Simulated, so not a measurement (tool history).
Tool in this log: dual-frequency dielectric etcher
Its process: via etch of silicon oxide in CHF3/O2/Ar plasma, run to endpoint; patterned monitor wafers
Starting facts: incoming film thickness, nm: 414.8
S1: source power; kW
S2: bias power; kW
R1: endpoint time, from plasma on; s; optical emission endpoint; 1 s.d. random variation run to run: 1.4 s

Run 1, day 0: S1 0.82 kW, S2 0.197 kW. Result: R1 178.98 s.
Run 2, day 0.112: S1 0.77 kW, S2 0.193 kW. Result: R1 184.51 s.
Run 3, day 0.304: S1 0.77 kW, S2 0.208 kW. Result: R1 178.99 s.
Run 4, day 0.65: S1 0.73 kW, S2 0.204 kW. Result: R1 186.96 s.
Run 5, day 0.896: S1 0.7 kW, S2 0.203 kW. Result: R1 189.98 s.
Run 6, day 1.117: S1 0.8 kW, S2 0.203 kW. Result: R1 177.78 s.

What does the tool deliver on the next run?
Run 7, day 1.429: S1 0.76 kW, S2 0.201 kW. Result: R1 ?.

{"run 7": {"R1": 181.5}}
